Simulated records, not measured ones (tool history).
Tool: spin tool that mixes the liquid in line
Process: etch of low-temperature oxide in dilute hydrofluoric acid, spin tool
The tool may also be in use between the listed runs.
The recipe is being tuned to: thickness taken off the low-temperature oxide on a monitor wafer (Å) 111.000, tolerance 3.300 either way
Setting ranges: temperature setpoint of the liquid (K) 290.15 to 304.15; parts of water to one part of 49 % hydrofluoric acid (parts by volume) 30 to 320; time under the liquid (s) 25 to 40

run,day,temperature setpoint of the liquid (K),parts of water to one part of 49 % hydrofluoric acid (parts by volume),time under the liquid (s),thickness taken off the low-temperature oxide on a monitor wafer (Å)
1,0.000,296.15,175,40,26.427
2,0.121,294.65,175,40,25.640
3,0.162,294.65,175,40,25.390
4,0.250,296.65,145,40,33.981
5,0.596,298.15,120,40,44.563
6,0.917,298.15,175,40,29.048
7,1.167,299.15,145,40,37.496
8,1.317,300.15,120,40,48.510
9,1.533,301.15,100,40,61.123
10,1.625,301.65,90,40,69.559

Exactly one of the 5 candidate moves below puts every result within its allowed miss. Which one?
A,1.717,303.65,60,40,?
B,1.717,304.15,70,40,?
C,1.717,303.65,70,40,?
D,1.717,302.15,65,40,?
E,1.717,301.65,60,40,?

move,thickness taken off the low-temperature oxide on a monitor wafer (Å)
A,119.950
B,103.220
C,101.270
D,103.680
E,110.940
A: takes the result that was furthest off past its target
B: an improvement on the last run, though not all results are within tolerance
C: an improvement on the last run, though not all results are within tolerance
D: an improvement on the last run, though not all results are within tolerance
E: every result lands within tolerance
Answer: E
